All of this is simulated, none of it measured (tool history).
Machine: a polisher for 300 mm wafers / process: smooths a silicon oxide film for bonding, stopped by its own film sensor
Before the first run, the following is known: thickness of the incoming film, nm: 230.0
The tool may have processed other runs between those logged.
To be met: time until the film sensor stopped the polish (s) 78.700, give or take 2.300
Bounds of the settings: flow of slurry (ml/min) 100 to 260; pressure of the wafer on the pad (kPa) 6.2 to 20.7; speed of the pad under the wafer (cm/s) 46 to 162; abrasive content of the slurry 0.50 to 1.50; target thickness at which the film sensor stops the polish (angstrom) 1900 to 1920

run	hour	flow of slurry (ml/min)	pressure of the wafer on the pad (kPa)	speed of the pad under the wafer (cm/s)	abrasive content of the slurry	target thickness at which the film sensor stops the polish (angstrom)	time until the film sensor stopped the polish (s)
1	0.0	165	13.1	104	1.00	1920	56.485
2	5.8	160	11.7	104	1.00	1920	61.898
3	7.3	160	15.2	104	1.00	1920	49.066
4	9.0	120	15.2	104	1.00	1920	52.232
5	14.6	115	13.8	104	1.00	1920	57.920
6	18.0	110	12.4	104	1.00	1920	64.741
7	26.7	110	11.7	104	1.00	1920	67.219
8	35.3	110	11.0	104	1.00	1920	72.202

Consider the 4 candidate settings below. Which is the only one whose results all fall within their allowed miss of target?
A	43.9	110	10.3	98	0.95	1900	?
B	43.9	120	7.6	136	1.00	1900	?
C	43.9	100	11.7	110	1.10	1900	?
D	43.9	155	9.7	102	1.15	1900	?

move	time until the film sensor stopped the polish (s)
A	86.746
B	86.372
C	68.154
D	78.162
A: the result that was furthest off in the last run now lies on the other side of its target
B: the result that was furthest off in the last run now lies on the other side of its target
C: moves away from the targets compared with the last run
D: hits every target within its allowed miss
Answer: D
